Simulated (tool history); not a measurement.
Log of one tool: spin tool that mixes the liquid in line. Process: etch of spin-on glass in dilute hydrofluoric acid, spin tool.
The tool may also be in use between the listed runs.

run	hour	temperature setpoint of the liquid (°C)	parts of water to one part of 49 % hydrofluoric acid (parts by volume)	time under the liquid (s)	thickness taken off the spin-on glass on a monitor wafer (angstrom)
1	0	22	140	45	186.24
2	3	23	135	45	204.73
3	6	24	130	45	220.81
4	7.3	24.5	125	45	235.59
5	13.4	28	125	45	269.2
6	15.1	28	100	45	346
7	21.8	29	100	45	362.8
8	23.1	29.5	100	45	368.87
9	28.8	30	100	45	374.41

Run 10 comes next. What will it give?
10	31.6	30	100	45	?

thickness taken off the spin-on glass on a monitor wafer (angstrom): 376.24
